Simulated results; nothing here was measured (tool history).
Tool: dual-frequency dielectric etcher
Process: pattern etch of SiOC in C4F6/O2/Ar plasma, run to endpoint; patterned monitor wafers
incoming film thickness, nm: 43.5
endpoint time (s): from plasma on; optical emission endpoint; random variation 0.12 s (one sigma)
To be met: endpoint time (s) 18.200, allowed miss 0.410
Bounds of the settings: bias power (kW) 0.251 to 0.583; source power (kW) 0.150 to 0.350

run  hour  bias power (kW)  source power (kW)  endpoint time (s)
  1   0.0            0.417              0.250             16.215
  2   7.1            0.389              0.250             17.044
  3   9.4            0.389              0.230             17.379
  4  12.2            0.330              0.230             18.961
  5  18.6            0.330              0.200             19.798
  6  19.9            0.330              0.180             20.206
  7  28.6            0.350              0.180             19.789
  8  34.6            0.366              0.180             19.120
  9  36.6            0.374              0.180             19.129
 10  44.5            0.430              0.190             17.653
 11  52.6            0.424              0.190             17.619
 12  57.2            0.418              0.190             17.606

5 next moves are on the table. One of them brings every result within its allowed miss. Which?
  A  61.8            0.484              0.170                  ?
  B  61.8            0.485              0.170                  ?
  C  61.8            0.392              0.190                  ?
  D  61.8            0.461              0.200                  ?
  E  61.8            0.420              0.200                  ?

move  endpoint time (s)
   A             16.909
   B             16.891
   C             18.246
   D             16.573
   E             17.366
A: further off than the last run
B: further off than the last run
C: meets every target
D: further off than the last run
E: further off than the last run
The right move is C.
